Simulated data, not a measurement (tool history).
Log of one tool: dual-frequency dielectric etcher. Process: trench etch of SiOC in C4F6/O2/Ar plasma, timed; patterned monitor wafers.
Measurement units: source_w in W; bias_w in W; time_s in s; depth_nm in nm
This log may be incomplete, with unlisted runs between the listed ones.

{"run": 1, "hour": 0.0, "source_w": 310, "bias_w": 251, "time_s": 14.5, "depth_nm": 25.757}
{"run": 2, "hour": 4.0, "source_w": 330, "bias_w": 254, "time_s": 14.5, "depth_nm": 26.326}
{"run": 3, "hour": 5.8, "source_w": 350, "bias_w": 259, "time_s": 14.5, "depth_nm": 27.236}
{"run": 4, "hour": 12.8, "source_w": 350, "bias_w": 300, "time_s": 14.5, "depth_nm": 28.475}
{"run": 5, "hour": 19.6, "source_w": 360, "bias_w": 301, "time_s": 14.5, "depth_nm": 28.783}
{"run": 6, "hour": 23.7, "source_w": 360, "bias_w": 301, "time_s": 14.5, "depth_nm": 28.918}
{"run": 7, "hour": 30.3, "source_w": 370, "bias_w": 302, "time_s": 14.5, "depth_nm": 29.241}

Predict the results of run 8:
{"run": 8, "hour": 39.2, "source_w": 380, "bias_w": 303, "time_s": 14.5, "depth_nm": "?"}

Run 8 produced depth_nm 29.509 nm.

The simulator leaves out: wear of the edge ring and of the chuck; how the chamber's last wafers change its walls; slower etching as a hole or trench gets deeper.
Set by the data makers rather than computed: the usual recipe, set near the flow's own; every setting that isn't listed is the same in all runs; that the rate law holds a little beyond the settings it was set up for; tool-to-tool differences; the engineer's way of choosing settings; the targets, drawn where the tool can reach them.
